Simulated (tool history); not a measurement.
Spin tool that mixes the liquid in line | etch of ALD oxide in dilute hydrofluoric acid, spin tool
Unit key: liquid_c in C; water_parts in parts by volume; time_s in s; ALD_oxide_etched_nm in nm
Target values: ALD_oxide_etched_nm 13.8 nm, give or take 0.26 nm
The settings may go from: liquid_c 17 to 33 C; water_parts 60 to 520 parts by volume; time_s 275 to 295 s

Run 1, day 0: liquid_c 25 C, water_parts 290 parts by volume, time_s 275 s. Result: ALD_oxide_etched_nm 26.341 nm.
Run 2, day 0.262: liquid_c 25 C, water_parts 290 parts by volume, time_s 295 s. Result: ALD_oxide_etched_nm 28.389 nm.
Run 3, day 0.621: liquid_c 25 C, water_parts 290 parts by volume, time_s 295 s. Result: ALD_oxide_etched_nm 28.337 nm.
Run 4, day 0.875: liquid_c 22.5 C, water_parts 320 parts by volume, time_s 295 s. Result: ALD_oxide_etched_nm 22.873 nm.
Run 5, day 0.962: liquid_c 22.5 C, water_parts 320 parts by volume, time_s 295 s. Result: ALD_oxide_etched_nm 22.903 nm.
Run 6, day 1.192: liquid_c 22.5 C, water_parts 320 parts by volume, time_s 275 s. Result: ALD_oxide_etched_nm 21.523 nm.
Run 7, day 1.562: liquid_c 21 C, water_parts 345 parts by volume, time_s 275 s. Result: ALD_oxide_etched_nm 18.284 nm.
Run 8, day 1.662: liquid_c 20 C, water_parts 360 parts by volume, time_s 275 s. Result: ALD_oxide_etched_nm 16.708 nm.
Run 9, day 1.775: liquid_c 19 C, water_parts 370 parts by volume, time_s 275 s. Result: ALD_oxide_etched_nm 15.44 nm.
Run 10, day 1.875: liquid_c 18.5 C, water_parts 375 parts by volume, time_s 275 s. Result: ALD_oxide_etched_nm 14.953 nm.

Which single option among these 5 for the next run brings every result within its allowed miss of target? Just one does.
Run A, day 1.975: liquid_c 18.5 C, water_parts 405 parts by volume, time_s 280 s. Result: ALD_oxide_etched_nm ?.
Run B, day 1.975: liquid_c 19.5 C, water_parts 425 parts by volume, time_s 295 s. Result: ALD_oxide_etched_nm ?.
Run C, day 1.975: liquid_c 18.5 C, water_parts 380 parts by volume, time_s 295 s. Result: ALD_oxide_etched_nm ?.
Run D, day 1.975: liquid_c 19.5 C, water_parts 375 parts by volume, time_s 280 s. Result: ALD_oxide_etched_nm ?.
Run E, day 1.975: liquid_c 20 C, water_parts 435 parts by volume, time_s 275 s. Result: ALD_oxide_etched_nm ?.

move  ALD_oxide_etched_nm
   A               13.856
   B               14.176
   C               15.875
   D               15.886
   E               13.029
A: every result within its allowed miss
B: an improvement on the last run, though not all results are within tolerance
C: further off than the last run
D: further off than the last run
E: carries the result that was furthest off beyond its target, to the other side
Correct choice: A, which meets every target
